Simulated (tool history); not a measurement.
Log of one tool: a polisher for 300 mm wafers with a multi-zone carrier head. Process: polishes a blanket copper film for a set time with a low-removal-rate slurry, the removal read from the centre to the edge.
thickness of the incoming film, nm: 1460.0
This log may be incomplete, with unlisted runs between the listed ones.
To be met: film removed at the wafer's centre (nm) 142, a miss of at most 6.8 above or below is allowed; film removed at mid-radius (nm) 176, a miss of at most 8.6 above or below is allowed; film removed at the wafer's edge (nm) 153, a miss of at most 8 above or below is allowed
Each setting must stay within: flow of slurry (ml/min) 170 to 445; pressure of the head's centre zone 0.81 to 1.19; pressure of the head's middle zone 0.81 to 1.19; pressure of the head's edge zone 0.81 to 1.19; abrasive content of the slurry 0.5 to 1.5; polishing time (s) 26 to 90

| run | day | flow of slurry (ml/min) | pressure of the head's centre zone | pressure of the head's middle zone | pressure of the head's edge zone | abrasive content of the slurry | polishing time (s) | film removed at the wafer's centre (nm) | film removed at mid-radius (nm) | film removed at the wafer's edge (nm) |
|---|---|---|---|---|---|---|---|---|---|---|
| 1 | 0 | 285 | 1 | 1 | 1 | 1 | 58 | 206.47 | 205.13 | 199.02 |
| 2 | 0.025 | 285 | 1 | 1.05 | 1 | 1 | 58 | 209.2 | 219.73 | 201.28 |
| 3 | 0.179 | 285 | 1 | 1.05 | 0.92 | 1 | 58 | 203.44 | 216.71 | 197.57 |
| 4 | 0.308 | 285 | 0.98 | 1.06 | 0.92 | 0.95 | 56 | 193.3 | 207.16 | 189.95 |
| 5 | 0.45 | 285 | 0.98 | 1.09 | 0.92 | 0.95 | 56 | 196.16 | 212.86 | 189.51 |
| 6 | 0.679 | 340 | 0.98 | 1.09 | 0.92 | 0.95 | 56 | 196.28 | 219.52 | 189.32 |
| 7 | 0.979 | 340 | 0.96 | 1.09 | 0.92 | 0.9 | 54 | 185.42 | 205.06 | 183.34 |
| 8 | 1.192 | 325 | 0.86 | 1.19 | 0.85 | 0.65 | 45 | 130.19 | 180.08 | 137.16 |

Next run, 5 choices. One meets every target within its allowed miss, the rest don't. Which?
| A | 1.404 | 325 | 0.87 | 1.1 | 0.91 | 0.85 | 51 | ? | ? | ? |
| B | 1.404 | 275 | 0.93 | 1.18 | 0.81 | 0.8 | 50 | ? | ? | ? |
| C | 1.404 | 340 | 0.87 | 1.08 | 0.88 | 0.75 | 47 | ? | ? | ? |
| D | 1.404 | 345 | 0.81 | 1.19 | 0.88 | 0.8 | 43 | ? | ? | ? |
| E | 1.404 | 230 | 0.97 | 1.17 | 0.99 | 0.5 | 53 | ? | ? | ? |

| move | film removed at the wafer's centre (nm) | film removed at mid-radius (nm) | film removed at the wafer's edge (nm) |
|---|---|---|---|
| A | 156.66 | 194.26 | 170.46 |
| B | 160.92 | 198.3 | 155.79 |
| C | 142.66 | 174.12 | 152.77 |
| D | 122.62 | 174.74 | 140.76 |
| E | 166.47 | 195.41 | 170.23 |
A: moves the result that the last run missed by most past its target, out the other side
B: meets the target for the result that was furthest off, but another lies outside its allowed miss
C: all results in spec
D: further off than the last run
E: moves the result that the last run missed by most past its target, out the other side
Move C is the one to make.
